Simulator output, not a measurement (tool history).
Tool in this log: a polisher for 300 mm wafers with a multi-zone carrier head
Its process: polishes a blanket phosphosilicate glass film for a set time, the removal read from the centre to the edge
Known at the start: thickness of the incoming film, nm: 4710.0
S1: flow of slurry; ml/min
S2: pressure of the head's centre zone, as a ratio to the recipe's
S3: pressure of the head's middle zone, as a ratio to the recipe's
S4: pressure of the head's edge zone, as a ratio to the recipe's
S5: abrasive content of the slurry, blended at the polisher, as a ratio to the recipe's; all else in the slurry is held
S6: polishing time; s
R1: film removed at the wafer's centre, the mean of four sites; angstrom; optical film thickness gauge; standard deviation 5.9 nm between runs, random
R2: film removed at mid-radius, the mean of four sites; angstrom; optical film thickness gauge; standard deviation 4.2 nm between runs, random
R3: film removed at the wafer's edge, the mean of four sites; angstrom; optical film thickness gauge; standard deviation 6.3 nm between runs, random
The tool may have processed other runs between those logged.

run  hour   S1    S2    S3    S4   S5  S6      R1      R2      R3
  1   0.0  240  1.00  1.00  1.00  1.0  68  4459.2  4260.9  4248.3
  2   1.6  240  1.00  1.00  1.00  1.0  74  4794.0  4612.0  4600.6
  3   6.6  240  0.96  1.00  1.00  1.0  74  4632.2  4667.2  4676.4
  4  13.7  240  1.03  1.00  1.00  1.0  74  4992.2  4576.5  4733.3
  5  21.1  240  1.03  1.00  1.00  1.0  82  5452.9  5101.9  5216.1
  6  25.9  240  1.03  1.00  1.00  1.1  82  5636.0  5337.1  5224.9
  7  31.9  250  1.04  1.01  1.00  1.1  82  5723.6  5334.4  5458.5

What will run 8 give?
  8  38.2  245  1.06  1.02  0.98  1.1  82   ?   ?   ?

Logged for run 8: R1 5762.0 angstrom, R2 5420.2 angstrom, R3 5368.3 angstrom.

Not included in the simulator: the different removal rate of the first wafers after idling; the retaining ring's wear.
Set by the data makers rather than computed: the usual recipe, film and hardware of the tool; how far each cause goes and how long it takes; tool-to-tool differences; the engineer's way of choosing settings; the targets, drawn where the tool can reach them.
